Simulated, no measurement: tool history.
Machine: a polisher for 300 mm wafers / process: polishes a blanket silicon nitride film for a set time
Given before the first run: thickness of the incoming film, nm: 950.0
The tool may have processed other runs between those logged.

run  hour  flow of slurry (ml/min)  pressure of the wafer on the pad (kPa)  speed of the pad under the wafer (m/s)  polishing time (s)  film removed (nm)
  1     0                      260                                    33.8                                    1.36                 108             248.72
  2   6.8                      260                                    33.8                                    1.58                 108             277.48
  3  12.8                      260                                    30.3                                    1.58                 108             259.53
  4    17                      260                                    27.6                                    1.54                 108             231.69
  5  23.4                      260                                    27.6                                    1.54                 108             233.01
  6  30.9                      260                                    27.6                                    1.54                 113             242.98
  7  33.8                      250                                    17.9                                    1.48                 113             168.52
     34.7  -- head pressure recalibrated
  8  34.7                      245                                    17.9                                    1.48                 113             185.98
  9  38.3                      260                                    17.2                                    1.48                 113             183.23

Run 10 comes next. What will it give?
 10  41.7                      250                                    17.2                                    1.48                 113                  ?

{"run 10": {"film removed (nm)": 178.79}}
